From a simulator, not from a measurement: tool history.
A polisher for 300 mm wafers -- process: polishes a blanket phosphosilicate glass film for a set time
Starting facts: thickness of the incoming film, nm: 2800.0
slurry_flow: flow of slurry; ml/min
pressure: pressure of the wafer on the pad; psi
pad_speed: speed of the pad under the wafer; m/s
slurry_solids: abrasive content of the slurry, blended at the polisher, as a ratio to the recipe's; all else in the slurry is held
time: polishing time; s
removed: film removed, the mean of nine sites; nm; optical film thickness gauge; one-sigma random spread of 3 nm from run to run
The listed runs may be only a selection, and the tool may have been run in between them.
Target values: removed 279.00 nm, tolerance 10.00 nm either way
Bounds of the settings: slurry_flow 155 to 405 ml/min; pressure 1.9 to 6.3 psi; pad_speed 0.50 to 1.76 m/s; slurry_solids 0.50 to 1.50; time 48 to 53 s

| run | hour | slurry_flow | pressure | pad_speed | slurry_solids | time | removed |
|---|---|---|---|---|---|---|---|
| 1 | 0.0 | 260 | 4.1 | 1.12 | 1.00 | 53 | 498.77 |
| 2 | 3.2 | 260 | 3.9 | 1.12 | 1.00 | 53 | 481.80 |
| 3 | 8.4 | 260 | 3.7 | 1.10 | 1.00 | 53 | 453.62 |
| 4 | 13.8 | 260 | 3.5 | 1.08 | 1.00 | 53 | 421.65 |
| 5 | 18.8 | 260 | 3.3 | 1.08 | 1.00 | 53 | 398.53 |
| 6 | 22.8 | 260 | 3.3 | 1.36 | 1.00 | 53 | 476.93 |
| 7 | 28.9 | 260 | 3.1 | 1.32 | 1.00 | 53 | 436.11 |
| 8 | 33.2 | 260 | 3.0 | 1.30 | 1.00 | 53 | 418.45 |
| 9 | 40.1 | 260 | 2.9 | 1.28 | 1.00 | 53 | 399.60 |
| 10 | 45.9 | 260 | 2.8 | 1.26 | 1.00 | 53 | 388.19 |
| 11 | 48.7 | 260 | 2.7 | 1.24 | 1.00 | 53 | 370.83 |
| 12 | 53.0 | 260 | 2.6 | 1.22 | 1.00 | 53 | 350.61 |
|  | 60.5 | head pressure recalibrated |
| 13 | 60.5 | 260 | 2.5 | 1.22 | 1.00 | 53 | 373.92 |
| 14 | 63.0 | 260 | 2.4 | 1.18 | 1.00 | 53 | 341.91 |
| 15 | 64.4 | 260 | 1.9 | 1.10 | 1.00 | 53 | 261.58 |

Of the 4 settings listed for the next run, only one would bring every result within its allowed miss of target. Which one?
| A | 65.8 | 240 | 2.4 | 0.98 | 1.00 | 50 | ? |
| B | 65.8 | 255 | 1.9 | 1.10 | 1.15 | 49 | ? |
| C | 65.8 | 270 | 2.0 | 1.02 | 1.35 | 49 | ? |
| D | 65.8 | 225 | 2.0 | 1.04 | 1.00 | 52 | ? |

| move | removed |
|---|---|
| A | 277.13 |
| B | 249.84 |
| C | 259.35 |
| D | 252.59 |
A: every result within its allowed miss
B: lands further from the targets than the last run did
C: lands further from the targets than the last run did
D: lands further from the targets than the last run did
A meets every target.

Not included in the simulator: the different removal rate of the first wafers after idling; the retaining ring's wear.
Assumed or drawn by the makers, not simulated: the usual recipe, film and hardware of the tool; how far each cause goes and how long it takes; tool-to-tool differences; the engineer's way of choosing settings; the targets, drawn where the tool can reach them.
